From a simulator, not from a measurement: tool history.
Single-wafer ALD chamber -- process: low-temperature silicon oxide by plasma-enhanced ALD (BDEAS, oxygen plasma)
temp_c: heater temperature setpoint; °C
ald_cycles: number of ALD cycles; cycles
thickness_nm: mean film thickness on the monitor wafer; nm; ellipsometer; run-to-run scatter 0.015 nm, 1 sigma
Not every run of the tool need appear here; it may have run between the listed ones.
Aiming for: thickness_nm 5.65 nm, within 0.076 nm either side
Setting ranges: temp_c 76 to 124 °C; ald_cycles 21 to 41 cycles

run	hour	temp_c	ald_cycles	thickness_nm
1	0	100	31	4.4433
2	4.1	89	31	4.6179
3	11.3	87	32	4.8077
4	14.4	85	33	5.008
5	21.4	85	31	4.6892
6	27.4	84	32	4.8601
7	32.6	83	33	5.0345
8	41.1	82	34	5.2398
9	44.8	81	34	5.2494
10	51.9	80	34	5.2671
11	60.7	79	34	5.2682
12	67.5	77	35	5.4926
13	73.5	77	35	5.4328
14	81.2	77	35	5.4828

Exactly one of the 4 candidate moves below puts every result within its allowed miss. Which one?
A	88.9	82	37	?
B	88.9	87	35	?
C	88.9	76	34	?
D	88.9	80	35	?

move	thickness_nm
A	5.6762
B	5.2714
C	5.3302
D	5.4086
A: in spec on every target
B: lands further from the targets than the last run did
C: lands further from the targets than the last run did
D: lands further from the targets than the last run did
A meets every target.

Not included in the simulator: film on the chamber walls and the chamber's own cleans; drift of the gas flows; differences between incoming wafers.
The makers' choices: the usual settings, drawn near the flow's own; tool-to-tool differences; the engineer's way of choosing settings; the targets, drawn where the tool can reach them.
